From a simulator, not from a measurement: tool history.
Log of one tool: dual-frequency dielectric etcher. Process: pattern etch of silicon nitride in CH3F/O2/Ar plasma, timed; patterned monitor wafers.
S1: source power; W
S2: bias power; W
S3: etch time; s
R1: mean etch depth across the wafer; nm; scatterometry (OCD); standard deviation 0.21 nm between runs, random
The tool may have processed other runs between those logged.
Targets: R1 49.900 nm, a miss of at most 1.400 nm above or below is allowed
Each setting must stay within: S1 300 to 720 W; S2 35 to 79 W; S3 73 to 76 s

| run | hour | S1 | S2 | S3 | R1 |
|---|---|---|---|---|---|
| 1 | 0.0 | 510 | 57 | 73 | 55.604 |
| 2 | 8.8 | 510 | 57 | 76 | 58.052 |
| 3 | 16.4 | 470 | 55 | 76 | 55.285 |
| 4 | 17.4 | 440 | 54 | 76 | 53.453 |
| 5 | 22.8 | 410 | 54 | 76 | 51.999 |
| 6 | 28.1 | 410 | 63 | 76 | 54.664 |
| 7 | 28.8 | 390 | 62 | 76 | 52.996 |
| 8 | 37.6 | 370 | 61 | 76 | 51.454 |

Which of these 4 next moves meets every target?
| A | 46.4 | 310 | 61 | 75 | ? |
| B | 46.4 | 410 | 62 | 74 | ? |
| C | 46.4 | 310 | 52 | 76 | ? |
| D | 46.4 | 320 | 65 | 76 | ? |

| move | R1 |
|---|---|
| A | 46.721 |
| B | 52.414 |
| C | 44.992 |
| D | 49.032 |
A: moves the result that the last run missed by most past its target, out the other side
B: moves away from the targets compared with the last run
C: moves the result that the last run missed by most past its target, out the other side
D: every result lands within tolerance
The move that meets every target is D.

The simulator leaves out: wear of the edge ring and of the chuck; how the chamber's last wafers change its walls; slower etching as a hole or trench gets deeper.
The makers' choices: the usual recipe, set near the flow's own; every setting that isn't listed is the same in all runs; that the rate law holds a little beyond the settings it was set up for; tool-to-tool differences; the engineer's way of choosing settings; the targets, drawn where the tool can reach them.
